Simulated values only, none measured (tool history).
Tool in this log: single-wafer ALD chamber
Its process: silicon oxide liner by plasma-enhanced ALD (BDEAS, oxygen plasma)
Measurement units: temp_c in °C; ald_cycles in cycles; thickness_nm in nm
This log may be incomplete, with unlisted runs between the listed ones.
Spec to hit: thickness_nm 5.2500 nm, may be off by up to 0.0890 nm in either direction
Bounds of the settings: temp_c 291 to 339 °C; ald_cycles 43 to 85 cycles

{"run": 1, "hour": 0.0, "temp_c": 315, "ald_cycles": 64, "thickness_nm": 6.1389}
{"run": 2, "hour": 1.6, "temp_c": 316, "ald_cycles": 61, "thickness_nm": 5.8782}
{"run": 3, "hour": 5.8, "temp_c": 317, "ald_cycles": 58, "thickness_nm": 5.5653}
{"run": 4, "hour": 9.8, "temp_c": 321, "ald_cycles": 58, "thickness_nm": 5.585}
{"run": 5, "hour": 12.0, "temp_c": 325, "ald_cycles": 58, "thickness_nm": 5.5086}
{"run": 6, "hour": 20.9, "temp_c": 325, "ald_cycles": 49, "thickness_nm": 4.6671}
{"run": 7, "hour": 22.4, "temp_c": 324, "ald_cycles": 51, "thickness_nm": 4.8821}
{"run": 8, "hour": 29.9, "temp_c": 323, "ald_cycles": 52, "thickness_nm": 4.968}
{"hour": 34.2, "done": "thermocouple changed; heater temperature recalibrated"}
{"run": 9, "hour": 34.2, "temp_c": 323, "ald_cycles": 53, "thickness_nm": 5.0922}

5 candidate next runs follow, results not yet known. Just one meets every target within its allowed miss. Identify it.
{"run": "A", "hour": 38.5, "temp_c": 326, "ald_cycles": 52, "thickness_nm": "?"}
{"run": "B", "hour": 38.5, "temp_c": 296, "ald_cycles": 52, "thickness_nm": "?"}
{"run": "C", "hour": 38.5, "temp_c": 317, "ald_cycles": 56, "thickness_nm": "?"}
{"run": "D", "hour": 38.5, "temp_c": 325, "ald_cycles": 52, "thickness_nm": "?"}
{"run": "E", "hour": 38.5, "temp_c": 318, "ald_cycles": 51, "thickness_nm": "?"}

move=A thickness_nm=4.9638
move=B thickness_nm=5.2558
move=C thickness_nm=5.4201
move=D thickness_nm=4.9714
move=E thickness_nm=4.9286
A: moves away from the targets compared with the last run
B: each result inside its tolerance
C: takes the biggest miss from the last run beyond its target
D: moves away from the targets compared with the last run
E: moves away from the targets compared with the last run
B is the move that brings every result within its allowed miss.
